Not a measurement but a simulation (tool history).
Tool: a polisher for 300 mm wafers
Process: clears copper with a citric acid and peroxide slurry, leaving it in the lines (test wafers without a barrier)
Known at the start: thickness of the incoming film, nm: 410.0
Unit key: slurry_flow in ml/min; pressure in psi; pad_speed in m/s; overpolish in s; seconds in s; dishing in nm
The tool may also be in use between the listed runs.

Run 1, day 0: slurry_flow 255 ml/min, pressure 4.2 psi, pad_speed 1.12 m/s, slurry_solids 1, overpolish 13 s. Result: seconds 121.13 s, dishing 34.405 nm.
Run 2, day 0.2: slurry_flow 255 ml/min, pressure 4.4 psi, pad_speed 1.12 m/s, slurry_solids 1, overpolish 13 s. Result: seconds 110.55 s, dishing 35.459 nm.
Run 3, day 0.433: slurry_flow 225 ml/min, pressure 4.4 psi, pad_speed 1.12 m/s, slurry_solids 1, overpolish 13 s. Result: seconds 115.44 s, dishing 34.567 nm.
Run 4, day 0.808: slurry_flow 225 ml/min, pressure 4.6 psi, pad_speed 1.12 m/s, slurry_solids 1, overpolish 14 s. Result: seconds 111.03 s, dishing 38.48 nm.
Run 5, day 1.108: slurry_flow 225 ml/min, pressure 4.6 psi, pad_speed 1.12 m/s, slurry_solids 1.2, overpolish 14 s. Result: seconds 107.04 s, dishing 39.722 nm.
Run 6, day 1.375: slurry_flow 225 ml/min, pressure 4.6 psi, pad_speed 1.34 m/s, slurry_solids 1.2, overpolish 14 s. Result: seconds 90.174 s, dishing 47.545 nm.
Run 7, day 1.404: slurry_flow 225 ml/min, pressure 4.6 psi, pad_speed 1.34 m/s, slurry_solids 1.2, overpolish 14 s. Result: seconds 91.684 s, dishing 47.171 nm.
Run 8, day 1.671: slurry_flow 225 ml/min, pressure 4.6 psi, pad_speed 1.34 m/s, slurry_solids 1.2, overpolish 14 s. Result: seconds 88.779 s, dishing 47.338 nm.

What will run 9 give?
Run 9, day 1.938: slurry_flow 225 ml/min, pressure 4.7 psi, pad_speed 1.34 m/s, slurry_solids 1.2, overpolish 14 s. Result: seconds ?, dishing ?.

Run 9 produced seconds 85.582 s, dishing 48.738 nm.
